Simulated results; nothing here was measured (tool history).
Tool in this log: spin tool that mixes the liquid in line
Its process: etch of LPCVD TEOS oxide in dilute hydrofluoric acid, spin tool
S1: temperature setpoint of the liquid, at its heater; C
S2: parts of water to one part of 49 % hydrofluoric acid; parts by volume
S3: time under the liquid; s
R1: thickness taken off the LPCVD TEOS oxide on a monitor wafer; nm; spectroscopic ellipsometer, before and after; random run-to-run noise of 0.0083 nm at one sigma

| run | day | S1 | S2 | S3 | R1 |
|---|---|---|---|---|---|
| 1 | 0.000 | 22.0 | 215 | 20 | 1.2045 |
| 2 | 0.025 | 20.0 | 215 | 20 | 1.1207 |
| 3 | 0.396 | 20.0 | 145 | 20 | 1.7923 |
| 4 | 0.704 | 19.5 | 150 | 20 | 1.6781 |
| 5 | 1.050 | 19.0 | 150 | 20 | 1.6460 |
| 6 | 1.142 | 18.5 | 150 | 20 | 1.6215 |

Predict the results of run 7:
| 7 | 1.429 | 18.5 | 150 | 20 | ? |

R1: 1.6242 nm

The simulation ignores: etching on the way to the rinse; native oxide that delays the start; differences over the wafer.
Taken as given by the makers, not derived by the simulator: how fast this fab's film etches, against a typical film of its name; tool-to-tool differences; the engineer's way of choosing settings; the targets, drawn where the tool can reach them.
